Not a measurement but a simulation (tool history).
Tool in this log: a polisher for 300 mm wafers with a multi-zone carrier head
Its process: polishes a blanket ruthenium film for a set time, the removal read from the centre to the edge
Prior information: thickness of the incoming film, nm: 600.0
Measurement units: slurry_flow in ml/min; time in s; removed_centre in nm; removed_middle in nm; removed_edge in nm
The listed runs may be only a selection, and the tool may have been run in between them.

| run | hour | slurry_flow | centre_zone | middle_zone | edge_zone | time | removed_centre | removed_middle | removed_edge |
|---|---|---|---|---|---|---|---|---|---|
| 1 | 0.0 | 205 | 1.00 | 1.00 | 1.00 | 57 | 81.129 | 79.096 | 77.878 |
| 2 | 1.5 | 205 | 1.00 | 1.04 | 1.00 | 57 | 78.874 | 82.192 | 77.290 |
| 3 | 3.1 | 205 | 1.08 | 1.04 | 1.00 | 57 | 87.560 | 81.791 | 79.292 |
| 4 | 4.1 | 205 | 1.06 | 1.02 | 0.98 | 55 | 84.092 | 78.420 | 75.004 |
| 5 | 10.2 | 200 | 1.03 | 0.99 | 0.96 | 53 | 75.404 | 73.425 | 72.612 |
| 6 | 17.0 | 180 | 1.03 | 0.99 | 0.96 | 53 | 76.974 | 71.711 | 71.366 |

Predict the results of run 7:
| 7 | 19.7 | 175 | 1.03 | 0.99 | 0.94 | 51 | ? | ? | ? |

{"run 7": {"removed_centre": 73.389, "removed_middle": 69.557, "removed_edge": 66.486}}
